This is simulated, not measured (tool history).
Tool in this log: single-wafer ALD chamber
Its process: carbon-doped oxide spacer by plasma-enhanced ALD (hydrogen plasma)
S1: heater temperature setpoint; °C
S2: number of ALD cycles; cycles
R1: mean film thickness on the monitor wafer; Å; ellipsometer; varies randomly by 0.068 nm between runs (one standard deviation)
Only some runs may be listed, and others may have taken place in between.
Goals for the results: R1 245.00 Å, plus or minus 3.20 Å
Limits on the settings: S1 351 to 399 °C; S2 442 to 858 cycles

run  hour   S1   S2      R1
  1   0.0  375  650  314.85
  2   4.9  375  599  289.95
  3   9.2  375  559  270.92
  4  15.5  375  540  262.23
  5  24.2  375  527  255.21
  6  28.8  375  587  284.42
  7  37.6  375  485  236.07
  8  45.3  375  491  238.09
  9  48.5  375  491  238.43
 10  54.6  375  496  239.85

5 candidate next runs follow, results not yet known. Just one meets every target within its allowed miss. Identify it.
  A  60.7  390  494   ?
  B  60.7  369  480   ?
  C  60.7  366  487   ?
  D  60.7  369  505   ?
  E  60.7  395  494   ?

move      R1
   A  239.21
   B  232.43
   C  235.82
   D  244.54
   E  239.21
A: moves away from the targets compared with the last run
B: moves away from the targets compared with the last run
C: moves away from the targets compared with the last run
D: all results in spec
E: moves away from the targets compared with the last run
So the answer is move D, the one that meets all the targets.
